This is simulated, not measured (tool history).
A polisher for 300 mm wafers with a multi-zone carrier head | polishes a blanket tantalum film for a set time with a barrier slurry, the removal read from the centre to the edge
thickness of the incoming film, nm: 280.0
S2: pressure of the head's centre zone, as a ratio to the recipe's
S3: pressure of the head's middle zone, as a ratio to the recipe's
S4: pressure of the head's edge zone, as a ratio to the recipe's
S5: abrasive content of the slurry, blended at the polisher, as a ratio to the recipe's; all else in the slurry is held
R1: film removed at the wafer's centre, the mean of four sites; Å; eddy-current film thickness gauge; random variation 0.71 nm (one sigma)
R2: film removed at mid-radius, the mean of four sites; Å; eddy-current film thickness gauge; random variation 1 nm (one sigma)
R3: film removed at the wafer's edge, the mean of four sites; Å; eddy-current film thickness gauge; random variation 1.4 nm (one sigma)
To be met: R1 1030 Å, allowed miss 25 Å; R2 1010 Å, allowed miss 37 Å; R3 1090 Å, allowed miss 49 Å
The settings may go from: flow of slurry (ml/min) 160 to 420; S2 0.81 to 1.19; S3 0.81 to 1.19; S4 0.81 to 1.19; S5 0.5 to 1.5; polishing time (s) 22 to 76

run 1 hour=0 | flow_of_slurry_(ml/min)=270 S2=1 S3=1 S4=1 S5=1 polishing_time_(s)=49 | R1=926.27 R2=922.15 R3=917.03
run 2 hour=1.9 | flow_of_slurry_(ml/min)=270 S2=1.09 S3=1 S4=1 S5=1 polishing_time_(s)=49 | R1=976.6 R2=924.83 R3=932.02
run 3 hour=9.9 | flow_of_slurry_(ml/min)=270 S2=1.17 S3=1 S4=1 S5=1 polishing_time_(s)=49 | R1=1023.4 R2=917.78 R3=926.5
run 4 hour=12.6 | flow_of_slurry_(ml/min)=275 S2=1.14 S3=1.01 S4=1.05 S5=1.05 polishing_time_(s)=49 | R1=1021.7 R2=923.82 R3=975.53
run 5 hour=21.6 | flow_of_slurry_(ml/min)=275 S2=1.19 S3=1.01 S4=1.05 S5=1.05 polishing_time_(s)=49 | R1=1047.1 R2=930.11 R3=984.33
run 6 hour=29.4 | flow_of_slurry_(ml/min)=280 S2=1.17 S3=1.03 S4=1.08 S5=1.05 polishing_time_(s)=49 | R1=1049.5 R2=946.38 R3=978.92
run 7 hour=32.6 | flow_of_slurry_(ml/min)=270 S2=1.13 S3=1.04 S4=1.1 S5=1.15 polishing_time_(s)=49 | R1=1045.4 R2=990.98 R3=1026.1
run 8 hour=35 | flow_of_slurry_(ml/min)=265 S2=1.12 S3=1.04 S4=1.12 S5=1.2 polishing_time_(s)=49 | R1=1053.1 R2=992.01 R3=1015.6

Which of these 5 next moves meets every target?
run A hour=37.4 | flow_of_slurry_(ml/min)=230 S2=1.19 S3=1.08 S4=1.1 S5=1.15 polishing_time_(s)=49 | R1=? R2=? R3=?
run B hour=37.4 | flow_of_slurry_(ml/min)=275 S2=1.15 S3=0.91 S4=1.17 S5=1.05 polishing_time_(s)=51 | R1=? R2=? R3=?
run C hour=37.4 | flow_of_slurry_(ml/min)=305 S2=1.12 S3=1.1 S4=0.94 S5=1.15 polishing_time_(s)=47 | R1=? R2=? R3=?
run D hour=37.4 | flow_of_slurry_(ml/min)=275 S2=1.04 S3=1.02 S4=1.19 S5=1.15 polishing_time_(s)=51 | R1=? R2=? R3=?
run E hour=37.4 | flow_of_slurry_(ml/min)=300 S2=1.16 S3=1.05 S4=0.98 S5=1.3 polishing_time_(s)=47 | R1=? R2=? R3=?

move=A R1=1053.7 R2=987.24 R3=994.63
move=B R1=1067.8 R2=894.74 R3=1057.5
move=C R1=1005.3 R2=995.07 R3=914.43
move=D R1=1022.1 R2=1005.1 R3=1093.1
move=E R1=1062.5 R2=988.4 R3=960.62
A: further off than the last run
B: brings the result that was furthest off to its target, and leaves another outside
C: further off than the last run
D: meets every target
E: further off than the last run
Move D is the one to make.
